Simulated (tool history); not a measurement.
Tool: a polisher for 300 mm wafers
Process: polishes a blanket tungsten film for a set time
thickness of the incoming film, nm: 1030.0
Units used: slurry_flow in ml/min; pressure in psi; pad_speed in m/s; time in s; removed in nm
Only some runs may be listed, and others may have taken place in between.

run 1 hour=0.0 | slurry_flow=140 pressure=3.7 pad_speed=1.26 slurry_solids=1.0 time=88 | removed=449.48
run 2 hour=6.7 | slurry_flow=140 pressure=3.3 pad_speed=1.26 slurry_solids=1.0 time=88 | removed=403.73
run 3 hour=7.6 | slurry_flow=140 pressure=3.9 pad_speed=1.26 slurry_solids=1.0 time=88 | removed=463.22
run 4 hour=16.4 | slurry_flow=140 pressure=4.8 pad_speed=1.26 slurry_solids=1.0 time=88 | removed=570.72
run 5 hour=23.6 | slurry_flow=140 pressure=4.8 pad_speed=1.26 slurry_solids=0.8 time=88 | removed=536.85
run 6 hour=32.5 | slurry_flow=135 pressure=4.5 pad_speed=1.26 slurry_solids=0.8 time=88 | removed=497.61
run 7 hour=39.6 | slurry_flow=130 pressure=4.3 pad_speed=1.26 slurry_solids=0.8 time=88 | removed=486.95

The next listed run, before its measurement:
run 8 hour=40.7 | slurry_flow=130 pressure=4.0 pad_speed=1.26 slurry_solids=0.8 time=88 | removed=?

removed: 444.53 nm

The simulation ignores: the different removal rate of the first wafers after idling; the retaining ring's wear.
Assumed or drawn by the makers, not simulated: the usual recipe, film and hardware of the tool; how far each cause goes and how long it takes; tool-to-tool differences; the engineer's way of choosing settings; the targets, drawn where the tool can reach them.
